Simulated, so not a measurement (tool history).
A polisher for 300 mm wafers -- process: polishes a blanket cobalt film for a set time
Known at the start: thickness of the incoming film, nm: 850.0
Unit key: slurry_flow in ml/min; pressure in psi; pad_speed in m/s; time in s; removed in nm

Run 1, hour 0: slurry_flow 255 ml/min, pressure 1.8 psi, pad_speed 1.08 m/s, time 40 s. Result: removed 181.69 nm.
Run 2, hour 5.3: slurry_flow 225 ml/min, pressure 1.8 psi, pad_speed 1.08 m/s, time 40 s. Result: removed 173.69 nm.
Run 3, hour 12.8: slurry_flow 225 ml/min, pressure 1.8 psi, pad_speed 1.08 m/s, time 40 s. Result: removed 177.14 nm.
Run 4, hour 13.4: slurry_flow 220 ml/min, pressure 1.8 psi, pad_speed 1.08 m/s, time 40 s. Result: removed 174.72 nm.
Run 5, hour 16.6: slurry_flow 220 ml/min, pressure 1.8 psi, pad_speed 1.26 m/s, time 40 s. Result: removed 206.47 nm.
Run 6, hour 19.3: slurry_flow 220 ml/min, pressure 1.8 psi, pad_speed 1.48 m/s, time 40 s. Result: removed 236.61 nm.

Run 7 is up next; what results do you expect?
Run 7, hour 23.4: slurry_flow 220 ml/min, pressure 1.7 psi, pad_speed 1.48 m/s, time 40 s. Result: removed ?.

{"run 7": {"removed": 224.96}}
